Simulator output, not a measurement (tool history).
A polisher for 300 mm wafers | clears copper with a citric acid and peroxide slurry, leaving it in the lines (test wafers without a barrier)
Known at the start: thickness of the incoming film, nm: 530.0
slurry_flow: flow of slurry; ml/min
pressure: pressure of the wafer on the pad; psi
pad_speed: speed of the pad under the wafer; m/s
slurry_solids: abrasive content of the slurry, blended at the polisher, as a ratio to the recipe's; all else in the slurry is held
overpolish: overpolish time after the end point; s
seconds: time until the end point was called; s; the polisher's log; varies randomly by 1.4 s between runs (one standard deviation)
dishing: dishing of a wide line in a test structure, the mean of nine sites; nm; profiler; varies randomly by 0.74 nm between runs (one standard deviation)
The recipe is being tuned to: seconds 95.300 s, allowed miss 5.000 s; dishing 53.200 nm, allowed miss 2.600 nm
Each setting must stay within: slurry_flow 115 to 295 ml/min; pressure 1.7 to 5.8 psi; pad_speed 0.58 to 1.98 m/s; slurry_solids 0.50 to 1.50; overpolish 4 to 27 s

{"run": 1, "hour": 0.0, "slurry_flow": 190, "pressure": 3.7, "pad_speed": 1.28, "slurry_solids": 1.0, "overpolish": 14, "seconds": 124.52, "dishing": 36.342}
{"run": 2, "hour": 5.5, "slurry_flow": 190, "pressure": 4.0, "pad_speed": 1.28, "slurry_solids": 1.0, "overpolish": 15, "seconds": 118.66, "dishing": 39.907}
{"run": 3, "hour": 9.2, "slurry_flow": 190, "pressure": 4.0, "pad_speed": 1.28, "slurry_solids": 1.0, "overpolish": 21, "seconds": 117.98, "dishing": 53.321}
{"run": 4, "hour": 10.9, "slurry_flow": 190, "pressure": 4.0, "pad_speed": 1.28, "slurry_solids": 1.15, "overpolish": 21, "seconds": 114.37, "dishing": 55.778}
{"run": 5, "hour": 11.5, "slurry_flow": 190, "pressure": 4.2, "pad_speed": 1.28, "slurry_solids": 1.15, "overpolish": 20, "seconds": 108.34, "dishing": 53.93}
{"run": 6, "hour": 13.8, "slurry_flow": 190, "pressure": 4.2, "pad_speed": 1.06, "slurry_solids": 1.15, "overpolish": 20, "seconds": 121.52, "dishing": 48.053}
{"run": 7, "hour": 14.7, "slurry_flow": 195, "pressure": 4.5, "pad_speed": 1.06, "slurry_solids": 1.15, "overpolish": 19, "seconds": 119.16, "dishing": 48.902}
{"run": 8, "hour": 17.3, "slurry_flow": 195, "pressure": 4.8, "pad_speed": 1.08, "slurry_solids": 1.15, "overpolish": 18, "seconds": 107.51, "dishing": 50.724}

4 candidate next runs follow, results not yet known. Just one meets every target within its allowed miss. Identify it.
{"run": "A", "hour": 19.9, "slurry_flow": 220, "pressure": 4.4, "pad_speed": 1.4, "slurry_solids": 1.15, "overpolish": 19, "seconds": "?", "dishing": "?"}
{"run": "B", "hour": 19.9, "slurry_flow": 210, "pressure": 5.7, "pad_speed": 1.26, "slurry_solids": 1.25, "overpolish": 16, "seconds": "?", "dishing": "?"}
{"run": "C", "hour": 19.9, "slurry_flow": 185, "pressure": 4.9, "pad_speed": 1.5, "slurry_solids": 1.1, "overpolish": 17, "seconds": "?", "dishing": "?"}
{"run": "D", "hour": 19.9, "slurry_flow": 160, "pressure": 5.4, "pad_speed": 1.32, "slurry_solids": 0.75, "overpolish": 17, "seconds": "?", "dishing": "?"}

move=A seconds=94.461 dishing=60.296
move=B seconds=80.764 dishing=60.383
move=C seconds=84.287 dishing=60.792
move=D seconds=95.907 dishing=54.872
A: meets the target for the result that was furthest off, but another lies outside its allowed miss
B: pushes the last run's worst result past its target
C: pushes the last run's worst result past its target
D: each result inside its tolerance
The right move is D.
